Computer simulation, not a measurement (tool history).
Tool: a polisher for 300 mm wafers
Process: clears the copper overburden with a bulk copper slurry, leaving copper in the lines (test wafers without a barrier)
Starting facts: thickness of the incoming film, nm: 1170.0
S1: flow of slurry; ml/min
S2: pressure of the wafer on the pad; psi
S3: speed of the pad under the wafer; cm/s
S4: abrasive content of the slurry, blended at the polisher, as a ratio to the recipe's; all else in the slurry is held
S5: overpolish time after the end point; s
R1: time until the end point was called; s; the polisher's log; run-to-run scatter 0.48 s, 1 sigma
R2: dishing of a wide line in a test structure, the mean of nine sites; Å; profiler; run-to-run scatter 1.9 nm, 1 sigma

| run | day | S1 | S2 | S3 | S4 | S5 | R1 | R2 |
|---|---|---|---|---|---|---|---|---|
| 1 | 0 | 265 | 3.4 | 116 | 1 | 21 | 101.18 | 955.51 |
| 2 | 0.242 | 240 | 3.4 | 116 | 1 | 21 | 100.52 | 914.23 |
| 3 | 0.325 | 240 | 3.4 | 116 | 0.9 | 21 | 101.42 | 932.01 |
| 4 | 0.525 | 240 | 3.4 | 116 | 0.9 | 13 | 103.44 | 718.5 |
| 5 | 0.729 | 240 | 3.4 | 116 | 1.1 | 13 | 100.31 | 753.22 |
| 6 | 0.979 | 290 | 3.4 | 116 | 1.1 | 13 | 97.581 | 760.73 |
| 7 | 1.217 | 290 | 3.8 | 118 | 1.1 | 11 | 85.432 | 786.82 |
| 8 | 1.558 | 295 | 4.8 | 124 | 1.1 | 6 | 66.167 | 638.82 |

What does the tool deliver on the next run?
| 9 | 1.896 | 295 | 5.3 | 136 | 1.15 | 16 | ? | ? |

Run 9 measured R1 53.64 s, R2 1218.3 Å.
